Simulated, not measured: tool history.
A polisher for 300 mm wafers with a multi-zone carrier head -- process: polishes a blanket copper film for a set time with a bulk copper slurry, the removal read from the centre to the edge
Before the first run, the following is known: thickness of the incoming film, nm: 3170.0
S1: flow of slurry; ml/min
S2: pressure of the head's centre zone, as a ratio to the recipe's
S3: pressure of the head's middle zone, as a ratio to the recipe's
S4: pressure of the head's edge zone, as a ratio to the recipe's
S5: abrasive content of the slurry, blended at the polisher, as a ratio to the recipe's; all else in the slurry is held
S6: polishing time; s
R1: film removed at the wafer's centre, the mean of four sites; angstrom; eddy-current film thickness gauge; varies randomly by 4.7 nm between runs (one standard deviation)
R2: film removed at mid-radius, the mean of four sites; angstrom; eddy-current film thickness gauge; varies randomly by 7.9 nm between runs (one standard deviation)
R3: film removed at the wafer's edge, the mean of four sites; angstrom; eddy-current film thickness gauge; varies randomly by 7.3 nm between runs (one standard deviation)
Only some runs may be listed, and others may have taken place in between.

run,day,S1,S2,S3,S4,S5,S6,R1,R2,R3
1,0,310,1,1,1,1,66,4622.1,4803.3,4651
2,0.175,310,0.98,1,1.03,1.1,67,4779.5,4982.1,4979.1
3,0.446,310,0.98,1,1.03,1.1,60,4150.4,4561.8,4423.9
4,0.754,310,0.97,1,1.06,1.2,62,4424.2,4743,4695.9
5,0.817,310,0.97,1,0.99,1.2,62,4488.5,4709,4542.7
6,0.979,310,0.95,1,1.02,1.25,64,4544.6,5079.9,4789.4
7,1.246,310,0.94,0.98,1.05,1.3,65,4504.8,5023.8,4999.9
8,1.571,320,0.94,1.02,1.15,1.5,71,5200.8,5922.7,5940.8
9,1.942,315,0.93,1.01,1.15,1.5,71,5203.1,5904.2,6125.3
10,2.175,315,0.92,1.01,1.15,1.5,71,5155.9,5857.7,6087.3

Forecast run 11:
11,2.208,315,0.91,1.01,1.15,1.5,71,?,?,?

{"run 11": {"R1": 5069, "R2": 5794.2, "R3": 6032.1}}
